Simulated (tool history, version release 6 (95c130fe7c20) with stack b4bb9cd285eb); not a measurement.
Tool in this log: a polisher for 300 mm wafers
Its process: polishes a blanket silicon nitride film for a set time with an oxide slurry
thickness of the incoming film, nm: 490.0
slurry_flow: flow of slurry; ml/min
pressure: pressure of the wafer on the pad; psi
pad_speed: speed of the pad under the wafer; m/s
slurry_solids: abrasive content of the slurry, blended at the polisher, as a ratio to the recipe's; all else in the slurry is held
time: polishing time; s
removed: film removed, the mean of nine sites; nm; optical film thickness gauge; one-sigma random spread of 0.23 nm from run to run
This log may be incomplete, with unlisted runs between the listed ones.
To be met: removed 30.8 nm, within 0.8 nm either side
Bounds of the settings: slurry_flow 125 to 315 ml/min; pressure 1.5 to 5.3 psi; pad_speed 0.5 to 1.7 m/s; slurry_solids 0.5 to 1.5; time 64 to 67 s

run	hour	slurry_flow	pressure	pad_speed	slurry_solids	time	removed
1	0	205	3.4	1.1	1	64	42.424
2	5.2	205	3.4	1.1	1	67	44.163
3	11.1	205	3.4	0.84	1	67	38.774
4	15.5	245	3.4	0.84	1	67	39.359
5	17.9	240	3.1	0.84	1	67	35.931
6	23.6	210	3.1	0.84	1	67	35.979
7	28	210	2.9	0.84	1	67	33.497
8	31.5	210	2.8	0.84	1	67	31.895

Pick the move, out of 5, that brings all results within their allowed miss; only one does.
A	35	225	2.6	0.82	1	64	?
B	35	155	2.5	0.9	1.1	67	?
C	35	220	2.9	0.92	1	64	?
D	35	225	2.7	0.86	0.95	64	?
E	35	210	2.9	0.86	1.05	64	?

move	removed
A	28.554
B	30.519
C	33.296
D	29.156
E	33.201
A: moves the result that the last run missed by most past its target, out the other side
B: each result inside its tolerance
C: lands further from the targets than the last run did
D: moves the result that the last run missed by most past its target, out the other side
E: lands further from the targets than the last run did
B meets every target.
